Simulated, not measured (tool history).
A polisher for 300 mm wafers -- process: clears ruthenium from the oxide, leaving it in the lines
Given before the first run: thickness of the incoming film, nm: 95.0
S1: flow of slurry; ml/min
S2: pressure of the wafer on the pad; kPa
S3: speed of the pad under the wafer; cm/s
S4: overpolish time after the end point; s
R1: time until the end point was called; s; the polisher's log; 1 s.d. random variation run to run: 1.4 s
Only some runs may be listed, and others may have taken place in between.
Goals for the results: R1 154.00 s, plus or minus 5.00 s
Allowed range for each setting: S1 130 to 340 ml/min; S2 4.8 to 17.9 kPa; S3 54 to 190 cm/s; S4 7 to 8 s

run,hour,S1,S2,S3,S4,R1
1,0.0,220,11.0,122,8,107.04
2,6.6,220,9.7,122,8,123.05
3,15.4,245,9.7,122,8,119.81
4,24.3,245,9.7,122,8,119.66
5,32.9,235,9.0,122,8,131.34
6,42.0,225,9.0,122,8,131.27
7,45.9,215,8.3,122,8,142.36
8,54.3,205,8.3,122,8,144.29
9,60.2,195,8.3,122,8,144.08
10,63.7,190,8.3,122,8,146.16
11,70.5,185,8.3,122,8,146.41
12,78.3,180,8.3,122,8,145.25

Consider the 4 candidate settings below. Which is the only one whose results all fall within their allowed miss of target?
A,86.1,265,9.0,88,7,?
B,86.1,135,9.0,98,8,?
C,86.1,155,9.0,116,7,?
D,86.1,150,6.2,168,8,?

move,R1
A,163.58
B,165.41
C,144.32
D,156.45
A: pushes the last run's worst result past its target
B: pushes the last run's worst result past its target
C: moves away from the targets compared with the last run
D: meets every target
The right move is D.

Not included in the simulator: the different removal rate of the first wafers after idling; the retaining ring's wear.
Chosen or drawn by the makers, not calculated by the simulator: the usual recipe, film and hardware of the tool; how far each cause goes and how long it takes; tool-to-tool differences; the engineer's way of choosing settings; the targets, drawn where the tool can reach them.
